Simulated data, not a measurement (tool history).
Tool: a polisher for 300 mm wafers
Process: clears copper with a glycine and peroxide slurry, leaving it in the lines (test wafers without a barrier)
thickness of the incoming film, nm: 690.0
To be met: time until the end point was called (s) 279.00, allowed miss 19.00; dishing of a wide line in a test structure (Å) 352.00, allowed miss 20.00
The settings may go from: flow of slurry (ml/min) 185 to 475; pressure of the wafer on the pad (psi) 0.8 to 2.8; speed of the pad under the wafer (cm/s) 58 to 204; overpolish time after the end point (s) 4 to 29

| run | hour | flow of slurry (ml/min) | pressure of the wafer on the pad (psi) | speed of the pad under the wafer (cm/s) | overpolish time after the end point (s) | time until the end point was called (s) | dishing of a wide line in a test structure (Å) |
|---|---|---|---|---|---|---|---|
| 1 | 0.0 | 305 | 1.8 | 130 | 15 | 160.72 | 345.00 |
| 2 | 7.1 | 305 | 2.0 | 130 | 15 | 160.51 | 372.02 |
| 3 | 10.4 | 300 | 1.9 | 120 | 16 | 174.94 | 357.57 |
| 4 | 19.1 | 235 | 1.9 | 120 | 16 | 174.94 | 352.85 |
| 5 | 27.5 | 235 | 1.7 | 120 | 16 | 192.33 | 325.01 |
| 6 | 31.5 | 235 | 1.7 | 102 | 16 | 215.86 | 300.84 |
| 7 | 40.3 | 235 | 1.7 | 100 | 17 | 227.05 | 314.34 |
| 8 | 47.5 | 235 | 1.7 | 100 | 17 | 222.81 | 320.14 |
| 9 | 51.4 | 235 | 1.2 | 90 | 23 | 291.06 | 318.54 |

Which of these 5 next moves meets every target?
| A | 55.3 | 245 | 1.3 | 120 | 17 | ? | ? |
| B | 55.3 | 235 | 1.2 | 96 | 19 | ? | ? |
| C | 55.3 | 190 | 1.2 | 110 | 20 | ? | ? |
| D | 55.3 | 265 | 1.0 | 110 | 25 | ? | ? |
| E | 55.3 | 240 | 1.4 | 70 | 23 | ? | ? |

| move | time until the end point was called (s) | dishing of a wide line in a test structure (Å) |
|---|---|---|
| A | 225.56 | 301.04 |
| B | 277.45 | 283.92 |
| C | 260.94 | 305.80 |
| D | 277.35 | 341.05 |
| E | 310.01 | 307.57 |
A: further off than the last run
B: further off than the last run
C: further off than the last run
D: meets every target
E: further off than the last run
The right move is D.

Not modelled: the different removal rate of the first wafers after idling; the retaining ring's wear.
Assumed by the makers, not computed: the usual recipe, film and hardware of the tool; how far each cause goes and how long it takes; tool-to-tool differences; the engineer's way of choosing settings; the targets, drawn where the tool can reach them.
